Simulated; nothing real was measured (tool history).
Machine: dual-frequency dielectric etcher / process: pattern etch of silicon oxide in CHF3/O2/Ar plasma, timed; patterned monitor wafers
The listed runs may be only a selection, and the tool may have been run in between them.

| run | hour | source power (kW) | bias power (kW) | etch time (s) | mean etch depth across the wafer (angstrom) |
|---|---|---|---|---|---|
| 1 | 0 | 0.85 | 0.135 | 485 | 9292.2 |
| 2 | 7.8 | 0.85 | 0.135 | 505.5 | 9627.6 |
| 3 | 8.9 | 0.82 | 0.134 | 505.5 | 9445.4 |
| 4 | 12.4 | 0.82 | 0.142 | 505.5 | 9539.8 |
| 5 | 21 | 0.82 | 0.142 | 505.5 | 9532.8 |
| 6 | 24.1 | 0.82 | 0.142 | 505.5 | 9534 |
| 7 | 26.5 | 0.8 | 0.141 | 505.5 | 9372.2 |
| 8 | 34.4 | 0.79 | 0.141 | 505.5 | 9304.7 |

Run 9, settings as shown, results not yet in. Your forecast:
| 9 | 37.9 | 0.78 | 0.141 | 505.5 | ? |

{"run 9": {"mean etch depth across the wafer (angstrom)": 9236.9}}
